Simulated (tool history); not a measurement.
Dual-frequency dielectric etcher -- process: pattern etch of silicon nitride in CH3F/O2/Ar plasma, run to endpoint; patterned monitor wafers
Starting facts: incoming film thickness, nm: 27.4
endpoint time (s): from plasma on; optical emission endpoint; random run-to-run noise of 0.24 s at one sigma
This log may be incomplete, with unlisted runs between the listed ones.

run 1 hour=0 | source_power_(W)=430 bias_power_(W)=94 | endpoint_time_(s)=34.671
run 2 hour=2.8 | source_power_(W)=400 bias_power_(W)=92 | endpoint_time_(s)=36.289
run 3 hour=8.6 | source_power_(W)=400 bias_power_(W)=107 | endpoint_time_(s)=33.734
run 4 hour=10.4 | source_power_(W)=360 bias_power_(W)=105 | endpoint_time_(s)=34.567
run 5 hour=15.1 | source_power_(W)=360 bias_power_(W)=117 | endpoint_time_(s)=33.585
run 6 hour=19 | source_power_(W)=330 bias_power_(W)=110 | endpoint_time_(s)=34.979
run 7 hour=26.8 | source_power_(W)=310 bias_power_(W)=105 | endpoint_time_(s)=36.115

Predict the results of run 8:
run 8 hour=30.8 | source_power_(W)=290 bias_power_(W)=102 | endpoint_time_(s)=?

{"run 8": {"endpoint time (s)": 36.81}}
